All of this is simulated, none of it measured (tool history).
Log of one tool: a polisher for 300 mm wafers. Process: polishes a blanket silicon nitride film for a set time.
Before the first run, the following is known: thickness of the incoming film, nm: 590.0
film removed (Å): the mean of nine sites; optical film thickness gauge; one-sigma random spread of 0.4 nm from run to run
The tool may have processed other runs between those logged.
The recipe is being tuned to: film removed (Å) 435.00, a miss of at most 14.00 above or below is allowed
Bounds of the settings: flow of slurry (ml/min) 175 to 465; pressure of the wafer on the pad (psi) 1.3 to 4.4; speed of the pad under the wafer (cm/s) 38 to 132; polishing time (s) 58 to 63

run,hour,flow of slurry (ml/min),pressure of the wafer on the pad (psi),speed of the pad under the wafer (cm/s),polishing time (s),film removed (Å)
1,0.0,295,2.8,84,63,623.21
2,3.3,295,2.6,84,63,600.43
3,6.6,295,2.6,84,58,546.11
4,10.7,295,2.5,84,58,533.51
5,13.0,295,2.5,84,63,574.54
6,17.4,295,2.3,84,63,542.47
7,20.5,295,2.2,84,63,523.51
8,22.6,295,2.1,84,63,498.02
9,27.0,295,2.0,84,63,491.11
10,35.4,295,1.9,84,63,469.13

Which one of the following 4 next-run settings gets every result inside its allowed miss? There is exactly one.
A,43.8,260,2.1,80,61,?
B,43.8,205,1.7,98,59,?
C,43.8,280,2.1,88,58,?
D,43.8,315,1.6,100,63,?

move,film removed (Å)
A,456.51
B,427.85
C,472.30
D,467.30
A: closer than the last run, but not yet in spec
B: all results land within tolerance of their targets
C: the biggest miss grows against the last run
D: closer than the last run, but not yet in spec
Answer: B

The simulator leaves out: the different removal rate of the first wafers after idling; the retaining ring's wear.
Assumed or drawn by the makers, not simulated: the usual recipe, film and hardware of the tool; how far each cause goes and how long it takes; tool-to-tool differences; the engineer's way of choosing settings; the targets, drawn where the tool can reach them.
